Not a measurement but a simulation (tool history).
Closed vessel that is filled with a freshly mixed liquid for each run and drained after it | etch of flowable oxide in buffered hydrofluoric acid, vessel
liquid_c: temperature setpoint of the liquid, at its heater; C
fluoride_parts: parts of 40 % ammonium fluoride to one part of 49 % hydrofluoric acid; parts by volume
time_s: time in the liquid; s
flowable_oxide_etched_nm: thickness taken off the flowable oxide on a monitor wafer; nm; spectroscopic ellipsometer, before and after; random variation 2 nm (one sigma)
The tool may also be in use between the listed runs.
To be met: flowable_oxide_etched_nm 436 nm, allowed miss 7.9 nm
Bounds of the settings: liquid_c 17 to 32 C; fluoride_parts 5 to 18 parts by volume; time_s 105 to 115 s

run	hour	liquid_c	fluoride_parts	time_s	flowable_oxide_etched_nm
1	0	25	11	105	247.76
2	2.9	25	11	105	248.83
3	8.3	23.5	11	105	227.06
4	15.3	23.5	11	115	249.9
5	17.6	23.5	8	115	336.54
6	23	21	8	115	290.46
7	28.3	25	8	115	357.94
8	36	25.5	8	115	369.28
9	41.2	26	8	115	381.9
10	45.1	26.5	8	115	391.77
11	49.8	27.5	8	115	414.42

Which of these 5 next moves meets every target?
A	54.5	28.5	8	115	?
B	54.5	26.5	7	115	?
C	54.5	28	7.5	115	?
D	54.5	23	5.5	115	?
E	54.5	27.5	8	110	?

move	flowable_oxide_etched_nm
A	434.29
B	450.97
C	453.48
D	459.02
E	393.94
A: meets every target
B: takes the result that was furthest off past its target
C: takes the result that was furthest off past its target
D: takes the result that was furthest off past its target
E: further off than the last run
The right move is A.
